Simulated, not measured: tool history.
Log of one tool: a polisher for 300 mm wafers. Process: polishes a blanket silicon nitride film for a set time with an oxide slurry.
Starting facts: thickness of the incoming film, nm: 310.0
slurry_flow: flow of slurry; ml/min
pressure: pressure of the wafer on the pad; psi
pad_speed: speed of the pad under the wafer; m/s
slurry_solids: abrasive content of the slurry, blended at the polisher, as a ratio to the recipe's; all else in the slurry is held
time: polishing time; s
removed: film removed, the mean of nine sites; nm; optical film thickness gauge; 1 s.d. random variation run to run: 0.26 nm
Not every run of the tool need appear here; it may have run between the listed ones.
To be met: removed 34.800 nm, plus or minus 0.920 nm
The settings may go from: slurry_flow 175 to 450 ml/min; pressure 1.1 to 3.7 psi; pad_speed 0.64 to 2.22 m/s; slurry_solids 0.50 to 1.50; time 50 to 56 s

| run | hour | slurry_flow | pressure | pad_speed | slurry_solids | time | removed |
|---|---|---|---|---|---|---|---|
| 1 | 0.0 | 290 | 2.4 | 1.42 | 1.00 | 56 | 31.004 |
| 2 | 6.9 | 290 | 2.0 | 1.42 | 1.00 | 56 | 25.859 |
| 3 | 10.2 | 290 | 2.1 | 1.42 | 1.00 | 56 | 27.594 |
| 4 | 13.3 | 325 | 2.1 | 1.42 | 1.00 | 56 | 27.980 |
| 5 | 17.4 | 285 | 2.1 | 1.42 | 1.00 | 56 | 27.232 |
| 6 | 23.1 | 285 | 2.4 | 1.42 | 1.00 | 56 | 31.355 |
| 7 | 27.6 | 290 | 2.4 | 1.42 | 1.00 | 56 | 30.918 |
| 8 | 32.8 | 295 | 2.4 | 1.42 | 1.00 | 56 | 31.016 |

Which single option among these 5 for the next run brings every result within its allowed miss of target? Just one does.
| A | 38.0 | 240 | 2.7 | 1.44 | 1.05 | 56 | ? |
| B | 38.0 | 290 | 2.1 | 1.54 | 1.15 | 55 | ? |
| C | 38.0 | 330 | 2.1 | 1.36 | 0.95 | 56 | ? |
| D | 38.0 | 240 | 2.3 | 1.52 | 0.75 | 56 | ? |
| E | 38.0 | 250 | 2.8 | 1.74 | 1.10 | 50 | ? |

| move | removed |
|---|---|
| A | 35.242 |
| B | 29.984 |
| C | 26.556 |
| D | 28.769 |
| E | 38.610 |
A: all results land within tolerance of their targets
B: further off than the last run
C: further off than the last run
D: further off than the last run
E: takes the result that was furthest off past its target
Go with A: it meets all targets.

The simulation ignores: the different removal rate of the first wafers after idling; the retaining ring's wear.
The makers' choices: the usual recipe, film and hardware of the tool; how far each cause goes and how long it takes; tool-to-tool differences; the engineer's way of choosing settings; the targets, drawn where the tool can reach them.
